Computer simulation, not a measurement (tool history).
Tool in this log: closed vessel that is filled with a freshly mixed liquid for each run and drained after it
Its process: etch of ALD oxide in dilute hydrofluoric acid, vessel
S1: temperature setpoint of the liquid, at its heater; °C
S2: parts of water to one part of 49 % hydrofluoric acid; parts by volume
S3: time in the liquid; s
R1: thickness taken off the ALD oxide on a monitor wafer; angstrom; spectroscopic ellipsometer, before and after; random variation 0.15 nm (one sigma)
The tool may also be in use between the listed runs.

run  hour    S1  S2   S3      R1
  1   0.0  24.0  40  100  478.88
  2   5.2  22.0  40  100  437.14
  3   9.6  20.5  40  100  412.82
  4  11.0  19.5  40  100  393.77
  5  12.9  19.0  40  100  384.85
  6  16.6  18.5  40  100  375.35

Run 7 is up next; what results do you expect?
  7  24.7  18.0  40  100   ?

{"run 7": {"R1": 370.54}}
